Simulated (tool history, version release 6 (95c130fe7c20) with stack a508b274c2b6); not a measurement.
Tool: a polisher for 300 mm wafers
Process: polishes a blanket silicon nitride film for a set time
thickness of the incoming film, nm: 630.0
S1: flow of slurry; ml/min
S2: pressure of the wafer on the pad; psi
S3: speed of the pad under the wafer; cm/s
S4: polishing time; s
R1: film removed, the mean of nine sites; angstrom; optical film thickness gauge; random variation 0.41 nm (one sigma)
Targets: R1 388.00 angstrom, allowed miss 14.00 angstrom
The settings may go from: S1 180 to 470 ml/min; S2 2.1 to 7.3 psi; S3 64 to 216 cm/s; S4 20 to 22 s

run,hour,S1,S2,S3,S4,R1
1,0.0,300,4.7,140,22,715.70
2,6.0,300,4.0,140,22,606.72
3,9.5,300,4.0,156,22,662.22
4,16.6,300,3.4,150,22,548.94
5,20.2,300,3.0,148,22,481.59
6,27.5,300,3.0,148,22,491.56
7,28.6,300,2.7,148,22,441.69
8,35.0,300,2.7,148,22,435.65
# hour 41.8: slurry nozzle cleaned
9,41.8,300,2.6,148,22,437.36
10,50.1,300,2.1,144,22,351.56
11,54.6,300,2.5,144,22,418.52

4 next moves are on the table. One of them brings every result within its allowed miss. Which?
A,59.1,360,2.7,154,21,?
B,59.1,285,2.7,122,22,?
C,59.1,265,2.8,164,21,?
D,59.1,305,3.2,134,20,?

move,R1
A,443.73
B,379.67
C,472.73
D,439.58
A: further off than the last run
B: meets every target
C: further off than the last run
D: further off than the last run
Move B is the one to make.

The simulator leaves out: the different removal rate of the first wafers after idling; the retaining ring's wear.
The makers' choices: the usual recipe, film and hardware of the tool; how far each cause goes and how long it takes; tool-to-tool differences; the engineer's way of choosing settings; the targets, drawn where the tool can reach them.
